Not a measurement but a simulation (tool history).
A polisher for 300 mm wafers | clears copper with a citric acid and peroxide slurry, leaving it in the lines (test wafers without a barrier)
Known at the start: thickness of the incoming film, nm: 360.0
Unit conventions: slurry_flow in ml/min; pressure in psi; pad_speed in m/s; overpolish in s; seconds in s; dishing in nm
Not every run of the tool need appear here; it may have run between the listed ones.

run  hour  slurry_flow  pressure  pad_speed  slurry_solids  overpolish  seconds  dishing
  1     0          275         4       1.08              1          22   129.32   24.322
  2   0.9          275       3.2       1.08              1          22   148.74    23.66
  3   6.7          275         4        1.1              1          24   125.99   25.411
  4  12.7          275       4.6       1.12              1          25   112.89   27.452
  5  13.2          275       4.6       0.92              1          25   135.31   25.739
  6    20          275       4.6       0.92              1          18   137.03   22.388

For run 7, what comes out?
  7  28.8          275         5       0.98              1          20        ?        ?

seconds: 119.98 s
dishing: 25.144 nm
